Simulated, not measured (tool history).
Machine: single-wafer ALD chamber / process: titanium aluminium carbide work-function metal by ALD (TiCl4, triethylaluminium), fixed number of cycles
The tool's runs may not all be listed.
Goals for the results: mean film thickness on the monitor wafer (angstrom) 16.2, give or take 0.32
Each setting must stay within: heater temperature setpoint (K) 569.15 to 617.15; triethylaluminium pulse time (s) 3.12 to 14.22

run,day,heater temperature setpoint (K),triethylaluminium pulse time (s),mean film thickness on the monitor wafer (angstrom)
1,0,593.15,8.67,20.446
2,0.342,589.15,7.76,19.494
3,0.542,586.15,7.18,18.873
4,0.688,583.15,6.76,18.292
5,0.717,581.15,6.48,17.739
6,0.908,579.15,6.4,17.513
7,0.971,569.15,4.16,12.662
8,1.329,572.15,4.19,12.964
9,1.658,576.15,4.23,13.387
10,1.692,588.15,6.07,17.861
11,1.738,588.15,6.07,17.918
12,2.008,588.15,6.07,17.77
13,2.292,586.15,6.05,17.632
14,2.538,585.15,6.03,17.617
15,2.908,584.15,6.01,17.423
16,3.004,583.15,5.99,17.331
17,3.067,582.15,5.97,17.276
18,3.133,571.15,4.32,13.253
19,3.312,574.15,4.36,13.483
20,3.471,577.15,4.39,13.842
21,3.762,580.15,4.42,14.051
22,4.121,592.15,6.96,19.157
# day 4.229: thermocouple changed; heater temperature recalibrated
23,4.229,580.15,6.78,18.368
24,4.592,579.15,6.61,18.324

Consider the 5 candidate settings below. Which is the only one whose results all fall within their allowed miss of target?
A,4.954,585.15,4.76,?
B,4.954,581.15,5.56,?
C,4.954,590.15,4.83,?
D,4.954,579.15,5.63,?
E,4.954,580.15,5.54,?

move,mean film thickness on the monitor wafer (angstrom)
A,15.685
B,17.02
C,16.192
D,16.987
E,16.912
A: pushes the last run's worst result past its target
B: an improvement on the last run, though not all results are within tolerance
C: meets every target
D: an improvement on the last run, though not all results are within tolerance
E: an improvement on the last run, though not all results are within tolerance
Move C is the one to make.
